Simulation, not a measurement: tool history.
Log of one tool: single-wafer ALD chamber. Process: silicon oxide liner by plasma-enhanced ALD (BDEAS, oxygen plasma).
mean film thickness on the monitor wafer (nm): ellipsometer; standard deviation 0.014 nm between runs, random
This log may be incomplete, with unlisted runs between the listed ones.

run  hour  heater temperature setpoint (deg C)  number of ALD cycles (cycles)  mean film thickness on the monitor wafer (nm)
  1     0                                  320                             44                                          4.169
  2   1.2                                  320                             45                                         4.2465
  3   4.9                                  320                             41                                         3.8946
  4  13.8                                  320                             43                                         4.0554
       16  -- thermocouple changed; heater temperature recalibrated
  5    16                                  328                             43                                         3.9531
  6  21.4                                  328                             39                                         3.6298
  7    22                                  326                             41                                         3.8068

The next listed run, before its measurement:
  8  24.7                                  324                             42                                              ?

{"run 8": {"mean film thickness on the monitor wafer (nm)": 3.9247}}
